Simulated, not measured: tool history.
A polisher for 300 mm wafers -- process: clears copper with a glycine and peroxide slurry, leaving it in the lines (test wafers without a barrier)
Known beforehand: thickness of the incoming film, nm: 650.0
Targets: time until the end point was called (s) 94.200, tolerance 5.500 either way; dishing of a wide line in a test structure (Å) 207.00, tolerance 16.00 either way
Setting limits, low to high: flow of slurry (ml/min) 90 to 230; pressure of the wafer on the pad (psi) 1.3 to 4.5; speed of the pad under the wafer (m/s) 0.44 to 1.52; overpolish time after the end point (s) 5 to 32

run,hour,flow of slurry (ml/min),pressure of the wafer on the pad (psi),speed of the pad under the wafer (m/s),overpolish time after the end point (s),time until the end point was called (s),dishing of a wide line in a test structure (Å)
1,0.0,150,2.9,0.98,16,103.680,461.02
2,2.4,150,3.4,0.98,16,91.896,503.72
3,5.3,135,3.4,0.98,16,89.626,500.61
4,6.0,135,4.1,0.98,16,78.513,550.89
5,13.9,135,4.1,0.98,21,76.436,623.08
6,17.0,130,3.8,1.00,19,83.094,597.09
7,22.1,145,3.9,0.92,17,83.984,545.54
8,29.0,140,3.6,1.00,15,84.227,480.45
9,32.4,100,2.8,1.28,7,91.465,282.40

Of the 4 settings listed for the next run, only one would bring every result within its allowed miss of target. Which one?
A,35.8,90,2.7,1.28,5,?,?
B,35.8,90,2.2,1.26,5,?,?
C,35.8,95,3.1,1.04,13,?,?
D,35.8,90,2.1,1.32,5,?,?

move,time until the end point was called (s),dishing of a wide line in a test structure (Å)
A,96.670,198.78
B,116.320,168.76
C,101.610,402.63
D,116.320,168.43
A: meets every target
B: takes the biggest miss from the last run beyond its target
C: moves away from the targets compared with the last run
D: takes the biggest miss from the last run beyond its target
Answer: A
